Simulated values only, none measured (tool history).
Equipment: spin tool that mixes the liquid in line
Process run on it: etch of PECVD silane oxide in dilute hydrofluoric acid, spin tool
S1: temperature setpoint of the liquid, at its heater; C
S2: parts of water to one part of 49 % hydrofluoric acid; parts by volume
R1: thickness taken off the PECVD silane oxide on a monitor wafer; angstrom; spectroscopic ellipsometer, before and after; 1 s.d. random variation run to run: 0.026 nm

Run 1, day 0: S1 24 C, S2 105 parts by volume, time under the liquid (s) 35. Result: R1 79.309 angstrom.
Run 2, day 0.325: S1 24 C, S2 130 parts by volume, time under the liquid (s) 35. Result: R1 63.389 angstrom.
Run 3, day 0.462: S1 23 C, S2 135 parts by volume, time under the liquid (s) 35. Result: R1 57.479 angstrom.
Run 4, day 0.7: S1 23 C, S2 135 parts by volume, time under the liquid (s) 30. Result: R1 49.889 angstrom.
Run 5, day 1.046: S1 22.5 C, S2 135 parts by volume, time under the liquid (s) 30. Result: R1 49.062 angstrom.
Run 6, day 1.392: S1 24 C, S2 135 parts by volume, time under the liquid (s) 30. Result: R1 52.146 angstrom.

Run 7 has not been measured yet. What should we expect?
At day 1.538: thermometer replaced.
Run 7, day 1.538: S1 23 C, S2 135 parts by volume, time under the liquid (s) 30. Result: R1 ?.

R1: 45.771 angstrom
